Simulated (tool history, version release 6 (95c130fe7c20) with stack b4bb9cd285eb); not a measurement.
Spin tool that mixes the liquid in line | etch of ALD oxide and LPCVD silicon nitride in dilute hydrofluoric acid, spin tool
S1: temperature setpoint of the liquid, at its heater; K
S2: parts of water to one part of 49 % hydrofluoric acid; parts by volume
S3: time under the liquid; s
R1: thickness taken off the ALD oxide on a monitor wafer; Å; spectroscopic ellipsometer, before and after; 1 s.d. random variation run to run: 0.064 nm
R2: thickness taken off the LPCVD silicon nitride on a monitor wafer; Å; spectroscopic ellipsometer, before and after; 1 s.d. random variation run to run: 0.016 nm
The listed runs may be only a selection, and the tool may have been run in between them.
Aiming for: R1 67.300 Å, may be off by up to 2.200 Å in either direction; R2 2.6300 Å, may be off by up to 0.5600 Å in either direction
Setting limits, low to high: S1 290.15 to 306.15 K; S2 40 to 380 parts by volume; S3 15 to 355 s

run	day	S1	S2	S3	R1	R2
1	0.000	298.15	210	180	114.820	5.1035
2	0.096	298.15	210	210	134.790	5.2220
3	0.442	298.15	185	210	156.690	5.7843
4	0.479	298.15	185	150	110.030	4.2789
5	0.550	298.15	140	150	156.840	5.7740
6	0.867	296.15	170	150	114.680	4.1903
7	0.988	295.15	190	150	96.898	3.3958
8	1.362	294.65	205	150	86.823	3.4639
9	1.600	293.15	210	150	79.259	2.9311
10	1.788	293.15	210	150	79.874	3.1266
11	1.862	293.15	210	150	80.370	2.8982
12	2.121	293.15	220	150	73.972	2.6721
13	2.192	292.65	235	155	70.673	2.7628
14	2.438	291.15	240	155	64.963	2.4886

Which one of the following 5 next-run settings gets every result inside its allowed miss? There is exactly one.
A	2.683	293.15	255	160	?	?
B	2.683	292.15	235	135	?	?
C	2.683	290.15	215	140	?	?
D	2.683	290.65	220	135	?	?
E	2.683	296.65	320	175	?	?

move	R1	R2
A	66.956	2.6229
B	60.130	2.2442
C	64.216	2.2201
D	61.441	2.1655
E	62.276	2.8616
A: every result lands within tolerance
B: further off than the last run
C: further off than the last run
D: further off than the last run
E: further off than the last run
The right move is A.
